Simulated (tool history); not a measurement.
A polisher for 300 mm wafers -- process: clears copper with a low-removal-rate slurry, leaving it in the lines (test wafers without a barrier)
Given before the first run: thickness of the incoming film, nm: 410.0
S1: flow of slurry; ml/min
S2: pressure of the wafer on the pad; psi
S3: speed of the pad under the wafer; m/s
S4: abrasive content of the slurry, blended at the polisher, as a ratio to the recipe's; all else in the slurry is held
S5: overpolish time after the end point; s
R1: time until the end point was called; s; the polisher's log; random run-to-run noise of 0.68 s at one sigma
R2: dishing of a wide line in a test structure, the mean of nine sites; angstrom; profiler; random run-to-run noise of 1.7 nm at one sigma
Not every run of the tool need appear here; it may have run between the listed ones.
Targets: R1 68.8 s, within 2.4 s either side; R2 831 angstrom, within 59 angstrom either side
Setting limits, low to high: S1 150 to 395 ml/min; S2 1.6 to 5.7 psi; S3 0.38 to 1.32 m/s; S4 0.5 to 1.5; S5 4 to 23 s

{"run": 1, "hour": 0.0, "S1": 250, "S2": 3.6, "S3": 0.84, "S4": 1, "S5": 12, "R1": 124.57, "R2": 326.29}
{"run": 2, "hour": 2.0, "S1": 250, "S2": 2.7, "S3": 0.84, "S4": 1, "S5": 12, "R1": 168.41, "R2": 250.35}
{"run": 3, "hour": 6.7, "S1": 250, "S2": 2.7, "S3": 0.74, "S4": 1, "S5": 12, "R1": 186.2, "R2": 224.55}
{"run": 4, "hour": 10.2, "S1": 215, "S2": 2.7, "S3": 0.74, "S4": 1, "S5": 12, "R1": 190.45, "R2": 226.29}
{"run": 5, "hour": 14.7, "S1": 215, "S2": 2.7, "S3": 0.74, "S4": 1, "S5": 9, "R1": 189.21, "R2": 166.44}
{"run": 6, "hour": 17.6, "S1": 215, "S2": 2.7, "S3": 0.74, "S4": 0.8, "S5": 9, "R1": 200.77, "R2": 157.8}
{"run": 7, "hour": 18.6, "S1": 215, "S2": 3.6, "S3": 0.8, "S4": 0.8, "S5": 11, "R1": 143.91, "R2": 264.52}
{"run": 8, "hour": 20.5, "S1": 220, "S2": 4.3, "S3": 0.82, "S4": 0.8, "S5": 12, "R1": 118.23, "R2": 349.11}
{"run": 9, "hour": 22.2, "S1": 230, "S2": 4.7, "S3": 0.86, "S4": 0.8, "S5": 13, "R1": 103.02, "R2": 427.35}
{"hour": 25.6, "done": "worn pad replaced by a new one"}
{"run": 10, "hour": 25.6, "S1": 235, "S2": 5, "S3": 0.9, "S4": 0.8, "S5": 14, "R1": 88.272, "R2": 517.43}
{"run": 11, "hour": 29.9, "S1": 240, "S2": 5.7, "S3": 0.92, "S4": 0.8, "S5": 18, "R1": 75.845, "R2": 735.81}

Consider the 4 candidate settings below. Which is the only one whose results all fall within their allowed miss of target?
{"run": "A", "hour": 34.2, "S1": 270, "S2": 5.2, "S3": 0.78, "S4": 0.95, "S5": 18, "R1": "?", "R2": "?"}
{"run": "B", "hour": 34.2, "S1": 300, "S2": 5.7, "S3": 1, "S4": 0.8, "S5": 15, "R1": "?", "R2": "?"}
{"run": "C", "hour": 34.2, "S1": 280, "S2": 5.7, "S3": 1.04, "S4": 0.7, "S5": 19, "R1": "?", "R2": "?"}
{"run": "D", "hour": 34.2, "S1": 255, "S2": 5.6, "S3": 0.8, "S4": 0.9, "S5": 18, "R1": "?", "R2": "?"}

move=A R1=89.259 R2=656.58
move=B R1=68.811 R2=703.55
move=C R1=69.717 R2=843.89
move=D R1=83.081 R2=699.44
A: moves away from the targets compared with the last run
B: gets the furthest-off result to its target, but another result is out of tolerance
C: meets every target
D: moves away from the targets compared with the last run
C meets every target.
